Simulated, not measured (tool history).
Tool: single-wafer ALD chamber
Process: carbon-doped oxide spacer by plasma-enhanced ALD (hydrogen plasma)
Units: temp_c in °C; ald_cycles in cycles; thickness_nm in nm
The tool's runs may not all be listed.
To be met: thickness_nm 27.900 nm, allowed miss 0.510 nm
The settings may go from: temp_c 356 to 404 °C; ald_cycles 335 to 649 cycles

run	day	temp_c	ald_cycles	thickness_nm
1	0.000	380	492	23.421
2	0.354	389	492	23.574
3	0.508	398	492	23.438
4	0.796	398	516	24.558
5	0.883	398	534	25.437
6	1.096	404	534	25.176
7	1.271	404	549	25.950
8	1.438	404	560	26.410
9	1.567	404	568	26.976
10	1.933	404	573	27.160
11	2.062	404	577	27.309
# day 2.362: thermocouple changed; heater temperature recalibrated
12	2.362	404	580	27.115

5 next moves are on the table. One of them brings every result within its allowed miss. Which?
A	2.662	404	561	?
B	2.662	404	562	?
C	2.662	403	593	?
D	2.662	404	570	?
E	2.662	403	609	?

move	thickness_nm
A	26.275
B	26.322
C	27.861
D	26.697
E	28.613
A: further off than the last run
B: further off than the last run
C: meets every target
D: further off than the last run
E: takes the result that was furthest off past its target
The right move is C.
